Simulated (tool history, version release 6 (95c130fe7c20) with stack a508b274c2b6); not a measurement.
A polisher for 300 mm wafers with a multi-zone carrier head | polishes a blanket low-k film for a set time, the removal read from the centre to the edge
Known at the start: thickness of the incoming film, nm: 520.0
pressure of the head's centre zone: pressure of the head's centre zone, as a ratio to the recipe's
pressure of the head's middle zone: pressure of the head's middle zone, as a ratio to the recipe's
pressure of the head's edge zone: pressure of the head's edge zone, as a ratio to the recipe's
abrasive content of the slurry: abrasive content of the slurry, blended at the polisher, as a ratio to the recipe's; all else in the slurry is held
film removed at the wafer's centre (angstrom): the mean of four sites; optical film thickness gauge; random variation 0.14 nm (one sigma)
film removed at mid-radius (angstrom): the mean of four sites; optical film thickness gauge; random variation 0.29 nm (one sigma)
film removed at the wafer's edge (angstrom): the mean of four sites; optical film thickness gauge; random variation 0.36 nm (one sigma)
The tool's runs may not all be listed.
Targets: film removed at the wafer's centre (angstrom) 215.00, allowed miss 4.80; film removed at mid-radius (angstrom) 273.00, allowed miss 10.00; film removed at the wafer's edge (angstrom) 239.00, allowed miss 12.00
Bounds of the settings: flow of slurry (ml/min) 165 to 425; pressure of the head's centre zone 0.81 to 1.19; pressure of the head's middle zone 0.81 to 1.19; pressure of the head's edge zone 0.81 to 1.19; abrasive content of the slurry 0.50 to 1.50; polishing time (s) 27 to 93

run  hour  flow of slurry (ml/min)  pressure of the head's centre zone  pressure of the head's middle zone  pressure of the head's edge zone  abrasive content of the slurry  polishing time (s)  film removed at the wafer's centre (angstrom)  film removed at mid-radius (angstrom)  film removed at the wafer's edge (angstrom)
  1   0.0                      275                                1.00                                1.00                              1.00                            1.00                  59                                         185.34                                 195.00                                       204.15
  2   6.7                      275                                1.00                                1.00                              1.08                            1.00                  59                                         184.76                                 196.40                                       209.89
  3   8.9                      285                                1.00                                1.03                              1.07                            1.05                  59                                         188.45                                 207.73                                       210.41
  4  14.0                      285                                0.97                                1.03                              1.07                            1.05                  59                                         185.19                                 206.39                                       216.43
  5  15.1                      285                                0.97                                1.03                              1.03                            1.05                  59                                         183.16                                 206.32                                       208.84
  6  15.6                      285                                0.97                                1.03                              1.03                            1.05                  73                                         228.15                                 262.62                                       258.96
  7  19.8                      280                                0.97                                1.04                              1.01                            1.05                  73                                         227.54                                 257.47                                       253.76
     25.2  -- centre zone pressure recalibrated
  8  25.2                      280                                0.96                                1.06                              1.00                            1.05                  73                                         242.43                                 264.41                                       250.81
  9  29.0                      280                                0.96                                1.06                              1.00                            1.05                  73                                         241.40                                 265.17                                       250.80
 10  37.9                      295                                0.94                                1.07                              1.00                            1.05                  73                                         239.61                                 262.93                                       251.97
 11  40.2                      275                                0.93                                1.09                              1.03                            1.05                  72                                         232.06                                 266.38                                       255.24
 12  44.1                      275                                0.93                                1.09                              1.03                            1.05                  72                                         234.41                                 265.76                                       255.76
 13  52.9                      300                                0.91                                1.11                              1.04                            1.05                  71                                         227.29                                 271.21                                       244.89
 14  58.9                      305                                0.90                                1.11                              1.04                            1.05                  71                                         224.69                                 263.10                                       250.37

5 next moves are on the table. One of them brings every result within its allowed miss. Which?
  A  64.9                      260                                0.99                                1.09                              1.04                            0.80                  76                                              ?                                      ?                                            ?
  B  64.9                      330                                0.98                                1.19                              0.97                            1.05                  66                                              ?                                      ?                                            ?
  C  64.9                      370                                0.89                                1.19                              1.01                            0.95                  70                                              ?                                      ?                                            ?
  D  64.9                      335                                1.00                                1.19                              0.89                            0.80                  76                                              ?                                      ?                                            ?
  E  64.9                      315                                1.05                                1.14                              1.01                            1.00                  67                                              ?                                      ?                                            ?

move  film removed at the wafer's centre (angstrom)  film removed at mid-radius (angstrom)  film removed at the wafer's edge (angstrom)
   A                                         233.15                                 248.54                                       237.40
   B                                         228.31                                 263.88                                       224.82
   C                                         216.50                                 271.69                                       235.48
   D                                         240.73                                 273.39                                       223.71
   E                                         240.53                                 252.50                                       227.94
A: further off than the last run
B: further off than the last run
C: meets every target
D: further off than the last run
E: further off than the last run
Move C is the one to make.

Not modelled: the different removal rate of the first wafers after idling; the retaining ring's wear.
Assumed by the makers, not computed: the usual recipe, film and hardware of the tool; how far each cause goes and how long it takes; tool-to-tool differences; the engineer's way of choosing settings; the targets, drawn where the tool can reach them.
